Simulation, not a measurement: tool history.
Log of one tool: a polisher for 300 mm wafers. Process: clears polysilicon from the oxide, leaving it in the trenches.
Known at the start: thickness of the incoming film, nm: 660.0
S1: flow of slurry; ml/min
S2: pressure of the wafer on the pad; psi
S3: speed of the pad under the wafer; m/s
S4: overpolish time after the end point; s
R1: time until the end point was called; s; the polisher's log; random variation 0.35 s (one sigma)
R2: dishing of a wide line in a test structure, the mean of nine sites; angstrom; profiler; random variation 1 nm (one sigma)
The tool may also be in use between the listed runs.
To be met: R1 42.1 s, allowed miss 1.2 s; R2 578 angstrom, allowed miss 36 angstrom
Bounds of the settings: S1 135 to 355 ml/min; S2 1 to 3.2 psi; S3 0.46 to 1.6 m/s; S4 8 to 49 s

run	hour	S1	S2	S3	S4	R1	R2
1	0	225	2.1	1.02	25	74.576	566.81
2	6.4	180	2.1	1.02	25	75.686	569.41
3	11.5	180	2.5	1.02	25	65.746	580.75
4	14.8	180	2.5	1.02	30	65.571	597.55
5	19	190	2.7	1.06	25	59.4	577.01
6	27	165	2.7	1.06	25	60.767	569.58
7	29.9	230	3.2	1.16	15	45.588	543.41
8	37.6	230	3.2	1.18	18	45.144	583.96

Which of these 4 next moves meets every target?
A	45.3	325	3	1.42	10	?	?
B	45.3	250	3.2	1.12	14	?	?
C	45.3	215	3.2	1.18	9	?	?
D	45.3	215	3.2	1.3	17	?	?

move	R1	R2
A	40.163	560.23
B	47.094	575.43
C	46.068	530.21
D	42.648	589.76
A: takes the result that was furthest off past its target
B: further off than the last run
C: further off than the last run
D: meets every target
Answer: D
